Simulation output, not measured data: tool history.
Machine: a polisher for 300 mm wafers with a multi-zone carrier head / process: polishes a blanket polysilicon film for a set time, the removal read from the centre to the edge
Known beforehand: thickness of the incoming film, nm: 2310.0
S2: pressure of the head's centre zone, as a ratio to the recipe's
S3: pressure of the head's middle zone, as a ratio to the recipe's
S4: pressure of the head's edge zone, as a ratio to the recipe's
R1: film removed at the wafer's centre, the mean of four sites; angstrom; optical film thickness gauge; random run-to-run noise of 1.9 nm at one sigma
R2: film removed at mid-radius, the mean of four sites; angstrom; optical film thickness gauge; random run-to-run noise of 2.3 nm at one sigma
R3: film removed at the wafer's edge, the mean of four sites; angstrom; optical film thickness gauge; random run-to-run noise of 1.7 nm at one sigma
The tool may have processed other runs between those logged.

run 1 hour=0.0 | flow_of_slurry_(ml/min)=270 S2=1.00 S3=1.00 S4=1.00 polishing_time_(s)=75 | R1=3536.3 R2=3503.3 R3=3614.6
run 2 hour=9.0 | flow_of_slurry_(ml/min)=270 S2=1.06 S3=1.00 S4=1.00 polishing_time_(s)=75 | R1=3691.9 R2=3465.6 R3=3614.6
run 3 hour=14.3 | flow_of_slurry_(ml/min)=270 S2=1.01 S3=1.00 S4=1.00 polishing_time_(s)=75 | R1=3546.9 R2=3456.3 R3=3626.0
run 4 hour=17.3 | flow_of_slurry_(ml/min)=270 S2=1.02 S3=1.00 S4=0.98 polishing_time_(s)=70 | R1=3285.8 R2=3246.3 R3=3320.3
run 5 hour=23.1 | flow_of_slurry_(ml/min)=270 S2=1.02 S3=0.94 S4=0.98 polishing_time_(s)=70 | R1=3309.2 R2=3106.3 R3=3323.7
run 6 hour=29.7 | flow_of_slurry_(ml/min)=270 S2=1.10 S3=0.94 S4=0.98 polishing_time_(s)=70 | R1=3634.6 R2=3110.6 R3=3353.9

Run 7, settings as shown, results not yet in. Your forecast:
run 7 hour=38.0 | flow_of_slurry_(ml/min)=270 S2=1.10 S3=0.94 S4=0.98 polishing_time_(s)=70 | R1=? R2=? R3=?

{"run 7": {"R1": 3659.9, "R2": 3133.9, "R3": 3366.8}}
